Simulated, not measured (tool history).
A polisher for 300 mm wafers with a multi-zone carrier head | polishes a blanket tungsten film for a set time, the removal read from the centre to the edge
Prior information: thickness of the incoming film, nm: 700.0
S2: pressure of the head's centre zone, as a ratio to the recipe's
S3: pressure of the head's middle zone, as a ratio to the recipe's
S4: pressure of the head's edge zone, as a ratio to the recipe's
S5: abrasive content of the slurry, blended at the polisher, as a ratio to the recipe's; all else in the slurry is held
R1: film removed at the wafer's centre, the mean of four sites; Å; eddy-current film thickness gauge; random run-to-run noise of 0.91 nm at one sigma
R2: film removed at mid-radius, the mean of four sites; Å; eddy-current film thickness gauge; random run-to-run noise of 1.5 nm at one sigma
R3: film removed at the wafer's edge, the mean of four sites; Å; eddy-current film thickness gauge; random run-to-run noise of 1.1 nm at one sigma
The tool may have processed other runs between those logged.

run 1 hour=0 | flow_of_slurry_(ml/min)=255 S2=1 S3=1 S4=1 S5=1 polishing_time_(s)=44 | R1=2736.3 R2=2626.3 R3=2658.4
run 2 hour=1.7 | flow_of_slurry_(ml/min)=240 S2=0.94 S3=0.96 S4=0.95 S5=0.85 polishing_time_(s)=38 | R1=2138.1 R2=2091.8 R3=2146.8
run 3 hour=6.2 | flow_of_slurry_(ml/min)=290 S2=0.94 S3=0.96 S4=0.95 S5=0.85 polishing_time_(s)=38 | R1=2229.4 R2=2173.4 R3=2147.3
run 4 hour=12 | flow_of_slurry_(ml/min)=255 S2=0.9 S3=0.94 S4=0.93 S5=0.75 polishing_time_(s)=35 | R1=1858.9 R2=1873.1 R3=1905.4
run 5 hour=18.3 | flow_of_slurry_(ml/min)=255 S2=0.96 S3=0.94 S4=0.93 S5=0.75 polishing_time_(s)=35 | R1=1993.6 R2=1894.1 R3=1914.7
run 6 hour=23.5 | flow_of_slurry_(ml/min)=255 S2=0.96 S3=0.87 S4=0.93 S5=0.75 polishing_time_(s)=35 | R1=1995 R2=1762.8 R3=1923.3
run 7 hour=32 | flow_of_slurry_(ml/min)=235 S2=0.91 S3=0.87 S4=0.9 S5=0.65 polishing_time_(s)=33 | R1=1703.4 R2=1606.9 R3=1709.7
run 8 hour=35.7 | flow_of_slurry_(ml/min)=215 S2=0.88 S3=0.86 S4=0.88 S5=0.6 polishing_time_(s)=33 | R1=1579.9 R2=1543.7 R3=1668.3

The next listed run, before its measurement:
run 9 hour=44.5 | flow_of_slurry_(ml/min)=215 S2=0.86 S3=0.86 S4=0.86 S5=0.55 polishing_time_(s)=32 | R1=? R2=? R3=?

R1: 1504.5 Å
R2: 1471.6 Å
R3: 1568.4 Å
